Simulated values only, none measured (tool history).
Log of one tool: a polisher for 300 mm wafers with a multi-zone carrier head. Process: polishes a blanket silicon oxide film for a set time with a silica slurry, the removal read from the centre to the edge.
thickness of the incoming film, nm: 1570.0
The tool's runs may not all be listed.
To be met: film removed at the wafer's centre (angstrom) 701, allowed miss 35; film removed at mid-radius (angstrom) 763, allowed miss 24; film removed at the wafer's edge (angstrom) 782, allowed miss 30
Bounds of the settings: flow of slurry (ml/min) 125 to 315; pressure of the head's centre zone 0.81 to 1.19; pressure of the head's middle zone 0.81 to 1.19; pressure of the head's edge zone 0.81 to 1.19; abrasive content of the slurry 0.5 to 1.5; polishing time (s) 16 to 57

| run | hour | flow of slurry (ml/min) | pressure of the head's centre zone | pressure of the head's middle zone | pressure of the head's edge zone | abrasive content of the slurry | polishing time (s) | film removed at the wafer's centre (angstrom) | film removed at mid-radius (angstrom) | film removed at the wafer's edge (angstrom) |
|---|---|---|---|---|---|---|---|---|---|---|
| 1 | 0 | 205 | 1 | 1 | 1 | 1 | 36 | 2015.5 | 2011.7 | 1938.9 |
| 2 | 8.7 | 175 | 0.94 | 0.95 | 0.95 | 0.85 | 29 | 1325.1 | 1323.2 | 1347.5 |
| 3 | 17.2 | 175 | 0.94 | 0.95 | 0.95 | 0.85 | 37 | 1648.9 | 1693.2 | 1712 |
| 4 | 23.7 | 175 | 0.94 | 0.95 | 0.95 | 0.85 | 29 | 1284.6 | 1345.1 | 1327.2 |
| 5 | 27.7 | 170 | 0.91 | 0.92 | 0.91 | 0.75 | 26 | 1028.6 | 1034 | 1029 |
| 6 | 33.8 | 170 | 0.95 | 0.92 | 0.91 | 0.75 | 26 | 1045.3 | 1025.9 | 1045.3 |
| 7 | 40.3 | 170 | 0.95 | 0.92 | 0.91 | 0.75 | 26 | 1031.6 | 1036.6 | 1049.9 |
| 8 | 43.8 | 155 | 0.85 | 0.87 | 0.85 | 0.5 | 20 | 386.25 | 400.6 | 408.12 |
| 9 | 45.7 | 165 | 0.89 | 0.92 | 0.93 | 0.5 | 19 | 388.59 | 403.05 | 409.22 |
| 10 | 48.2 | 150 | 0.95 | 0.97 | 0.98 | 0.6 | 19 | 565.56 | 566.78 | 582.95 |

Which of these 4 next moves meets every target?
| A | 50.7 | 190 | 1.02 | 1.02 | 0.97 | 0.7 | 22 | ? | ? | ? |
| B | 50.7 | 150 | 0.81 | 1.02 | 1.03 | 0.65 | 23 | ? | ? | ? |
| C | 50.7 | 155 | 0.84 | 0.93 | 0.94 | 0.7 | 21 | ? | ? | ? |
| D | 50.7 | 125 | 0.98 | 0.92 | 1.01 | 0.7 | 24 | ? | ? | ? |

| move | film removed at the wafer's centre (angstrom) | film removed at mid-radius (angstrom) | film removed at the wafer's edge (angstrom) |
|---|---|---|---|
| A | 886.1 | 895.68 | 850.25 |
| B | 668.54 | 816.76 | 807.66 |
| C | 692.88 | 761.19 | 777.95 |
| D | 842.05 | 816.43 | 885.79 |
A: takes the result that was furthest off past its target
B: takes the result that was furthest off past its target
C: meets every target
D: takes the result that was furthest off past its target
Answer: C

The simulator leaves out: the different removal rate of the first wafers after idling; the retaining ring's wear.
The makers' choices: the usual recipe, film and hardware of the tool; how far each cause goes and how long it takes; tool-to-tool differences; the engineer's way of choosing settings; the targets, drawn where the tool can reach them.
